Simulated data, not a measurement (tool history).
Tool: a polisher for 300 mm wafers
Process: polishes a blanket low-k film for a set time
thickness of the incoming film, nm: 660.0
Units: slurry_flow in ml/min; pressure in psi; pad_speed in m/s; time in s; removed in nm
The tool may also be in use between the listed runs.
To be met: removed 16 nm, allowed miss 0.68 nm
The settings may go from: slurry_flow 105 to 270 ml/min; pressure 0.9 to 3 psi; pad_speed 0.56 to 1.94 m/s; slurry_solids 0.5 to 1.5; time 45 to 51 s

Run 1, day 0: slurry_flow 175 ml/min, pressure 1.9 psi, pad_speed 1.24 m/s, slurry_solids 1, time 51 s. Result: removed 26.081 nm.
Run 2, day 0.15: slurry_flow 175 ml/min, pressure 1.8 psi, pad_speed 1.24 m/s, slurry_solids 1, time 51 s. Result: removed 24.461 nm.
Run 3, day 0.504: slurry_flow 175 ml/min, pressure 2.2 psi, pad_speed 1.24 m/s, slurry_solids 1, time 51 s. Result: removed 30.237 nm.
Run 4, day 0.846: slurry_flow 175 ml/min, pressure 2 psi, pad_speed 1.24 m/s, slurry_solids 1, time 51 s. Result: removed 27.914 nm.
Run 5, day 1.192: slurry_flow 175 ml/min, pressure 1.9 psi, pad_speed 1.24 m/s, slurry_solids 1, time 51 s. Result: removed 25.983 nm.
Run 6, day 1.562: slurry_flow 175 ml/min, pressure 2.4 psi, pad_speed 1.24 m/s, slurry_solids 1, time 51 s. Result: removed 32.355 nm.
Run 7, day 1.9: slurry_flow 175 ml/min, pressure 2.4 psi, pad_speed 1.24 m/s, slurry_solids 1, time 51 s. Result: removed 32.886 nm.
Run 8, day 2.033: slurry_flow 175 ml/min, pressure 2.2 psi, pad_speed 1.22 m/s, slurry_solids 1, time 51 s. Result: removed 29.865 nm.
Run 9, day 2.312: slurry_flow 175 ml/min, pressure 2 psi, pad_speed 1.22 m/s, slurry_solids 1, time 51 s. Result: removed 26.853 nm.
Run 10, day 2.642: slurry_flow 175 ml/min, pressure 1.9 psi, pad_speed 1.22 m/s, slurry_solids 1, time 51 s. Result: removed 26.23 nm.
Run 11, day 2.671: slurry_flow 175 ml/min, pressure 1.8 psi, pad_speed 1.2 m/s, slurry_solids 1, time 51 s. Result: removed 23.799 nm.
Run 12, day 2.988: slurry_flow 175 ml/min, pressure 1.7 psi, pad_speed 1.2 m/s, slurry_solids 1, time 51 s. Result: removed 22.75 nm.
Run 13, day 3.238: slurry_flow 175 ml/min, pressure 1.6 psi, pad_speed 1.2 m/s, slurry_solids 1, time 51 s. Result: removed 21.771 nm.
Run 14, day 3.262: slurry_flow 175 ml/min, pressure 1.5 psi, pad_speed 1.2 m/s, slurry_solids 1, time 51 s. Result: removed 20.113 nm.
Run 15, day 3.604: slurry_flow 175 ml/min, pressure 1.4 psi, pad_speed 1.2 m/s, slurry_solids 1, time 51 s. Result: removed 19.029 nm.

4 next moves are on the table. One of them brings every result within its allowed miss. Which?
Run A, day 3.946: slurry_flow 195 ml/min, pressure 1.4 psi, pad_speed 1.42 m/s, slurry_solids 1.05, time 49 s. Result: removed ?.
Run B, day 3.946: slurry_flow 135 ml/min, pressure 1.6 psi, pad_speed 1.42 m/s, slurry_solids 1, time 45 s. Result: removed ?.
Run C, day 3.946: slurry_flow 150 ml/min, pressure 1.1 psi, pad_speed 1.3 m/s, slurry_solids 1.25, time 45 s. Result: removed ?.
Run D, day 3.946: slurry_flow 180 ml/min, pressure 1.6 psi, pad_speed 0.96 m/s, slurry_solids 1.05, time 45 s. Result: removed ?.

move  removed
   A   21.197
   B   20.435
   C    14.71
   D   15.997
A: further off than the last run
B: further off than the last run
C: takes the result that was furthest off past its target
D: meets every target
The right move is D.
